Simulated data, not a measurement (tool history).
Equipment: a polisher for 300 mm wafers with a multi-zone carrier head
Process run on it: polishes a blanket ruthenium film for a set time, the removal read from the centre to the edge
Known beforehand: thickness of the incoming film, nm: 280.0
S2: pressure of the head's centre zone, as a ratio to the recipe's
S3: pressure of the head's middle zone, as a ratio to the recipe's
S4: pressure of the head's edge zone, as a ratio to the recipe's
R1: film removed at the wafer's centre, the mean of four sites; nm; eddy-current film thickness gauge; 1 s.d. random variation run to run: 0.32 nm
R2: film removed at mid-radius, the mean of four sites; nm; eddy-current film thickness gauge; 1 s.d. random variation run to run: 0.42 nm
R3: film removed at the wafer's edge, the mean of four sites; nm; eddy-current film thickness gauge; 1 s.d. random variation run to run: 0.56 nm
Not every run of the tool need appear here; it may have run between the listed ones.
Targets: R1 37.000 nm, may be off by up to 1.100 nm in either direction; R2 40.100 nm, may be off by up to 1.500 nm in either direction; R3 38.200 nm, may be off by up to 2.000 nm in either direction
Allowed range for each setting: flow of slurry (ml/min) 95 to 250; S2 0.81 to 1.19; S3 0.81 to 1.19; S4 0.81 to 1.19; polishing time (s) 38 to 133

Run 1, hour 0.0: flow of slurry (ml/min) 160, S2 1.00, S3 1.00, S4 1.00, polishing time (s) 85. Result: R1 64.200 nm, R2 66.034 nm, R3 67.119 nm.
Run 2, hour 3.5: flow of slurry (ml/min) 160, S2 1.00, S3 0.96, S4 1.00, polishing time (s) 85. Result: R1 64.595 nm, R2 64.199 nm, R3 67.596 nm.
Run 3, hour 11.3: flow of slurry (ml/min) 155, S2 0.99, S3 0.96, S4 0.97, polishing time (s) 77. Result: R1 56.933 nm, R2 58.110 nm, R3 58.646 nm.
Run 4, hour 14.3: flow of slurry (ml/min) 120, S2 0.99, S3 0.96, S4 0.97, polishing time (s) 77. Result: R1 53.480 nm, R2 54.407 nm, R3 57.680 nm.
Run 5, hour 15.9: flow of slurry (ml/min) 120, S2 0.99, S3 0.96, S4 1.01, polishing time (s) 77. Result: R1 52.954 nm, R2 53.212 nm, R3 56.510 nm.
Run 6, hour 23.6: flow of slurry (ml/min) 135, S2 0.99, S3 0.96, S4 1.01, polishing time (s) 77. Result: R1 55.648 nm, R2 56.958 nm, R3 59.564 nm.
Run 7, hour 32.2: flow of slurry (ml/min) 135, S2 0.98, S3 0.96, S4 0.98, polishing time (s) 72. Result: R1 50.842 nm, R2 52.246 nm, R3 55.977 nm.
Run 8, hour 36.5: flow of slurry (ml/min) 130, S2 1.00, S3 0.99, S4 0.95, polishing time (s) 66. Result: R1 47.886 nm, R2 47.966 nm, R3 49.752 nm.
Run 9, hour 38.6: flow of slurry (ml/min) 130, S2 0.99, S3 1.01, S4 0.93, polishing time (s) 63. Result: R1 44.304 nm, R2 47.173 nm, R3 46.720 nm.
Run 10, hour 47.1: flow of slurry (ml/min) 125, S2 0.99, S3 1.01, S4 0.91, polishing time (s) 61. Result: R1 43.018 nm, R2 44.548 nm, R3 45.069 nm.
Run 11, hour 47.7: flow of slurry (ml/min) 120, S2 0.99, S3 1.02, S4 0.89, polishing time (s) 60. Result: R1 41.387 nm, R2 44.196 nm, R3 42.707 nm.
Run 12, hour 49.2: flow of slurry (ml/min) 100, S2 0.95, S3 0.97, S4 0.81, polishing time (s) 56. Result: R1 35.241 nm, R2 37.997 nm, R3 37.706 nm.
Run 13, hour 50.9: flow of slurry (ml/min) 105, S2 0.95, S3 0.98, S4 0.81, polishing time (s) 56. Result: R1 35.880 nm, R2 39.297 nm, R3 38.832 nm.

5 candidate next runs follow, results not yet known. Just one meets every target within its allowed miss. Identify it.
Run A, hour 52.6: flow of slurry (ml/min) 100, S2 1.04, S3 0.97, S4 0.92, polishing time (s) 55. Result: R1 ?, R2 ?, R3 ?.
Run B, hour 52.6: flow of slurry (ml/min) 130, S2 0.88, S3 0.96, S4 0.84, polishing time (s) 54. Result: R1 ?, R2 ?, R3 ?.
Run C, hour 52.6: flow of slurry (ml/min) 110, S2 0.86, S3 0.89, S4 0.87, polishing time (s) 60. Result: R1 ?, R2 ?, R3 ?.
Run D, hour 52.6: flow of slurry (ml/min) 95, S2 0.89, S3 0.97, S4 0.84, polishing time (s) 60. Result: R1 ?, R2 ?, R3 ?.
Run E, hour 52.6: flow of slurry (ml/min) 105, S2 0.97, S3 1.01, S4 0.81, polishing time (s) 57. Result: R1 ?, R2 ?, R3 ?.

move      R1      R2      R3
   A  38.312  37.125  38.630
   B  34.749  39.098  38.646
   C  35.751  38.929  42.168
   D  34.969  39.795  40.203
   E  37.733  40.488  38.551
A: carries the result that was furthest off beyond its target, to the other side
B: its largest miss is bigger than the last run's
C: its largest miss is bigger than the last run's
D: its largest miss is bigger than the last run's
E: every result lands within tolerance
The right move is E.

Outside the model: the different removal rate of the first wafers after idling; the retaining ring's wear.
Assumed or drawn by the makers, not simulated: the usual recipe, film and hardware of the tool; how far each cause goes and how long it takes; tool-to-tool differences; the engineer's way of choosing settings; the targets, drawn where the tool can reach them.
